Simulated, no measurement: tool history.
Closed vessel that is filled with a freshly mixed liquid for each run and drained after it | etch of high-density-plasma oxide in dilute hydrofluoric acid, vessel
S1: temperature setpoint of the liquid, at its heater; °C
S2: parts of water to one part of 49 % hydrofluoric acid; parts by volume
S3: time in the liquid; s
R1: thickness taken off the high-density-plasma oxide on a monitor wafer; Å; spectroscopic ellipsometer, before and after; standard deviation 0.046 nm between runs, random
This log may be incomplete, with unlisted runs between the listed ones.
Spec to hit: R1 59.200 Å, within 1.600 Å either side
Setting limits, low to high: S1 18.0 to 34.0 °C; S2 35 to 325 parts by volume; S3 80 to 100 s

Run 1, hour 0.0: S1 26.0 °C, S2 180 parts by volume, S3 100 s. Result: R1 33.680 Å.
Run 2, hour 5.8: S1 26.0 °C, S2 180 parts by volume, S3 100 s. Result: R1 32.720 Å.
Run 3, hour 12.0: S1 26.0 °C, S2 180 parts by volume, S3 100 s. Result: R1 32.932 Å.
Run 4, hour 20.0: S1 29.5 °C, S2 180 parts by volume, S3 100 s. Result: R1 37.059 Å.
Run 5, hour 23.4: S1 29.5 °C, S2 180 parts by volume, S3 100 s. Result: R1 37.739 Å.
Run 6, hour 31.4: S1 30.5 °C, S2 170 parts by volume, S3 100 s. Result: R1 41.839 Å.
Run 7, hour 38.7: S1 31.5 °C, S2 160 parts by volume, S3 100 s. Result: R1 46.767 Å.
Run 8, hour 43.6: S1 32.0 °C, S2 155 parts by volume, S3 100 s. Result: R1 49.698 Å.
Run 9, hour 48.7: S1 32.5 °C, S2 150 parts by volume, S3 100 s. Result: R1 52.437 Å.
Run 10, hour 53.7: S1 32.5 °C, S2 150 parts by volume, S3 100 s. Result: R1 51.629 Å.
Run 11, hour 57.9: S1 33.0 °C, S2 145 parts by volume, S3 100 s. Result: R1 55.136 Å.
Run 12, hour 65.8: S1 33.5 °C, S2 145 parts by volume, S3 100 s. Result: R1 56.300 Å.

Exactly one of the 4 candidate moves below puts every result within its allowed miss. Which one?
Run A, hour 73.7: S1 34.0 °C, S2 140 parts by volume, S3 100 s. Result: R1 ?.
Run B, hour 73.7: S1 33.5 °C, S2 155 parts by volume, S3 100 s. Result: R1 ?.
Run C, hour 73.7: S1 31.5 °C, S2 125 parts by volume, S3 100 s. Result: R1 ?.
Run D, hour 73.7: S1 32.5 °C, S2 130 parts by volume, S3 100 s. Result: R1 ?.

move      R1
   A  60.307
   B  52.400
   C  63.151
   D  62.497
A: hits every target within its allowed miss
B: moves away from the targets compared with the last run
C: takes the biggest miss from the last run beyond its target
D: takes the biggest miss from the last run beyond its target
Go with A: it meets all targets.
